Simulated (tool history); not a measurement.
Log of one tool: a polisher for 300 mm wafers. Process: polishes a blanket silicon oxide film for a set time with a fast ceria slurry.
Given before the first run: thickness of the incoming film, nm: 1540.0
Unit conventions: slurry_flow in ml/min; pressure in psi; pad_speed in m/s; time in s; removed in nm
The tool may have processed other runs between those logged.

run 1 hour=0 | slurry_flow=275 pressure=3.1 pad_speed=0.82 time=26 | removed=315
run 2 hour=8.7 | slurry_flow=275 pressure=3.8 pad_speed=0.82 time=26 | removed=387.48
run 3 hour=12.2 | slurry_flow=275 pressure=3.8 pad_speed=0.82 time=24 | removed=353.77
run 4 hour=20.8 | slurry_flow=270 pressure=3.4 pad_speed=0.8 time=24 | removed=306.32
run 5 hour=22.8 | slurry_flow=260 pressure=3.1 pad_speed=0.8 time=24 | removed=282.66
run 6 hour=29.2 | slurry_flow=260 pressure=3.1 pad_speed=0.6 time=24 | removed=210.37
run 7 hour=37.3 | slurry_flow=255 pressure=3 pad_speed=0.6 time=24 | removed=206.65
run 8 hour=45.7 | slurry_flow=255 pressure=3 pad_speed=0.6 time=24 | removed=205.71
run 9 hour=50.8 | slurry_flow=250 pressure=2.9 pad_speed=0.6 time=24 | removed=200.35
run 10 hour=56.7 | slurry_flow=250 pressure=2.8 pad_speed=0.6 time=24 | removed=192.07
run 11 hour=65.4 | slurry_flow=245 pressure=2.7 pad_speed=0.6 time=24 | removed=185.94
run 12 hour=66.2 | slurry_flow=240 pressure=2.7 pad_speed=0.6 time=24 | removed=184.8

Run 13, settings as shown, results not yet in. Your forecast:
run 13 hour=67.3 | slurry_flow=220 pressure=2.3 pad_speed=0.6 time=24 | removed=?

Run 13 measured removed 154.67 nm.
